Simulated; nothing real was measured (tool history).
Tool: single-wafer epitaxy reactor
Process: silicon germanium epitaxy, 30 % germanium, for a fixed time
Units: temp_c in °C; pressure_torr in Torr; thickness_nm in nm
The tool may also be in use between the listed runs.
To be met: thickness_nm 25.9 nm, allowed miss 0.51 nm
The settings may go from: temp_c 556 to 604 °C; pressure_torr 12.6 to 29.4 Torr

Run 1, hour 0: temp_c 580 °C, pressure_torr 21 Torr. Result: thickness_nm 36.343 nm.
Run 2, hour 1: temp_c 578 °C, pressure_torr 21 Torr. Result: thickness_nm 34.771 nm.
Run 3, hour 2.2: temp_c 567 °C, pressure_torr 21 Torr. Result: thickness_nm 27.191 nm.
Run 4, hour 3.7: temp_c 567 °C, pressure_torr 22.4 Torr. Result: thickness_nm 28.018 nm.
Run 5, hour 8.3: temp_c 572 °C, pressure_torr 22.4 Torr. Result: thickness_nm 31.471 nm.
Run 6, hour 10.9: temp_c 571 °C, pressure_torr 22.4 Torr. Result: thickness_nm 30.441 nm.
Run 7, hour 13.1: temp_c 570 °C, pressure_torr 22.4 Torr. Result: thickness_nm 29.942 nm.
Run 8, hour 19.4: temp_c 561 °C, pressure_torr 22.2 Torr. Result: thickness_nm 24.533 nm.
Run 9, hour 24.4: temp_c 562 °C, pressure_torr 22.2 Torr. Result: thickness_nm 25.001 nm.
At hour 27.2: pyrometer calibrated.
Run 10, hour 27.2: temp_c 563 °C, pressure_torr 22.2 Torr. Result: thickness_nm 29.225 nm.
Run 11, hour 31.1: temp_c 562 °C, pressure_torr 21.9 Torr. Result: thickness_nm 27.984 nm.

5 next moves are on the table. One of them brings every result within its allowed miss. Which?
Run A, hour 35: temp_c 566 °C, pressure_torr 20.1 Torr. Result: thickness_nm ?.
Run B, hour 35: temp_c 557 °C, pressure_torr 23.5 Torr. Result: thickness_nm ?.
Run C, hour 35: temp_c 567 °C, pressure_torr 20.6 Torr. Result: thickness_nm ?.
Run D, hour 35: temp_c 557 °C, pressure_torr 21.9 Torr. Result: thickness_nm ?.
Run E, hour 35: temp_c 571 °C, pressure_torr 17.7 Torr. Result: thickness_nm ?.

move  thickness_nm
   A        29.619
   B        25.869
   C         30.64
   D        25.058
   E        31.247
A: further off than the last run
B: meets every target
C: further off than the last run
D: takes the result that was furthest off past its target
E: further off than the last run
The right move is B.
